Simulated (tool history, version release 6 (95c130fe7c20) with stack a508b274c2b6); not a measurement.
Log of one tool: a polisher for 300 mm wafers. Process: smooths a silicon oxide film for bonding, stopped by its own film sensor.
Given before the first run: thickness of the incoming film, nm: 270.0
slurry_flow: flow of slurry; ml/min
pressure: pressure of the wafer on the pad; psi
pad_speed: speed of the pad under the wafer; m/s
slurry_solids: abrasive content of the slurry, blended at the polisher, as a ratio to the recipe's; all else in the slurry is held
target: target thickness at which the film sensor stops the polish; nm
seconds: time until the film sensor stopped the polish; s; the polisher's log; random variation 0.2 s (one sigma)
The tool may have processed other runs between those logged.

run,hour,slurry_flow,pressure,pad_speed,slurry_solids,target,seconds
1,0.0,315,2.4,1.06,1.0,235,33.742
2,1.5,315,2.4,1.06,1.1,235,32.190
3,3.5,315,2.7,1.06,1.1,235,29.042
4,11.7,315,2.9,1.06,1.1,235,27.252
5,13.6,315,2.9,0.86,1.1,235,32.290
6,19.3,350,2.9,0.86,1.1,235,31.916
7,22.6,350,2.9,0.86,1.1,235,31.947
8,29.1,350,3.1,0.88,1.1,235,29.638
9,35.9,350,3.3,0.90,1.1,235,27.427

Run 10 has not been measured yet. What should we expect?
10,37.8,350,3.4,0.92,1.1,235,?

Run 10 measured seconds 25.964 s.
